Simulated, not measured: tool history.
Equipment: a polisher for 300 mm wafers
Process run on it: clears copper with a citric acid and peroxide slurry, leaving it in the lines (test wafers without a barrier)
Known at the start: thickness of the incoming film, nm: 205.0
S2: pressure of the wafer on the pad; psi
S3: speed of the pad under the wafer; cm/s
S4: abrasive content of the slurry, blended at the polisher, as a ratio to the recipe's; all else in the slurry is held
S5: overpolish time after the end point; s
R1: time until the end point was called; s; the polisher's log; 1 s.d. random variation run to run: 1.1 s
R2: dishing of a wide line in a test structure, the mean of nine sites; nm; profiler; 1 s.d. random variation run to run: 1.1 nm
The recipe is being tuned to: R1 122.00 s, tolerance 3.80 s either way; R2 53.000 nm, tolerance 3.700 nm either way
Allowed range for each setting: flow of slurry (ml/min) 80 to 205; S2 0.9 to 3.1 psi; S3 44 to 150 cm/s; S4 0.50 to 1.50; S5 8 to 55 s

run 1 hour=0.0 | flow_of_slurry_(ml/min)=135 S2=2.0 S3=96 S4=1.00 S5=28 | R1=148.12 R2=28.815
run 2 hour=5.7 | flow_of_slurry_(ml/min)=135 S2=1.7 S3=96 S4=1.00 S5=28 | R1=171.67 R2=23.628
run 3 hour=10.9 | flow_of_slurry_(ml/min)=165 S2=1.7 S3=96 S4=1.00 S5=28 | R1=166.21 R2=24.955
run 4 hour=12.4 | flow_of_slurry_(ml/min)=165 S2=1.7 S3=96 S4=1.00 S5=36 | R1=164.45 R2=30.122
run 5 hour=15.8 | flow_of_slurry_(ml/min)=165 S2=1.8 S3=96 S4=1.00 S5=37 | R1=156.46 R2=32.493
run 6 hour=17.3 | flow_of_slurry_(ml/min)=165 S2=1.8 S3=112 S4=1.00 S5=37 | R1=136.58 R2=37.040
run 7 hour=26.3 | flow_of_slurry_(ml/min)=165 S2=1.8 S3=112 S4=1.00 S5=38 | R1=133.50 R2=37.945
run 8 hour=31.5 | flow_of_slurry_(ml/min)=165 S2=1.8 S3=112 S4=1.00 S5=39 | R1=134.76 R2=40.749
run 9 hour=33.1 | flow_of_slurry_(ml/min)=165 S2=1.8 S3=112 S4=1.00 S5=40 | R1=134.69 R2=39.613

Of the 4 settings listed for the next run, only one would bring every result within its allowed miss of target. Which one?
run A hour=34.7 | flow_of_slurry_(ml/min)=190 S2=2.0 S3=126 S4=0.95 S5=40 | R1=? R2=?
run B hour=34.7 | flow_of_slurry_(ml/min)=170 S2=2.0 S3=114 S4=0.95 S5=50 | R1=? R2=?
run C hour=34.7 | flow_of_slurry_(ml/min)=155 S2=2.2 S3=104 S4=1.05 S5=44 | R1=? R2=?
run D hour=34.7 | flow_of_slurry_(ml/min)=155 S2=2.3 S3=90 S4=1.10 S5=46 | R1=? R2=?

move=A R1=109.95 R2=48.339
move=B R1=123.05 R2=52.663
move=C R1=121.92 R2=48.475
move=D R1=132.68 R2=47.152
A: nearer the targets than the last run, but a result is still out of spec
B: every result within its allowed miss
C: nearer the targets than the last run, but a result is still out of spec
D: nearer the targets than the last run, but a result is still out of spec
Correct choice: B, which meets every target

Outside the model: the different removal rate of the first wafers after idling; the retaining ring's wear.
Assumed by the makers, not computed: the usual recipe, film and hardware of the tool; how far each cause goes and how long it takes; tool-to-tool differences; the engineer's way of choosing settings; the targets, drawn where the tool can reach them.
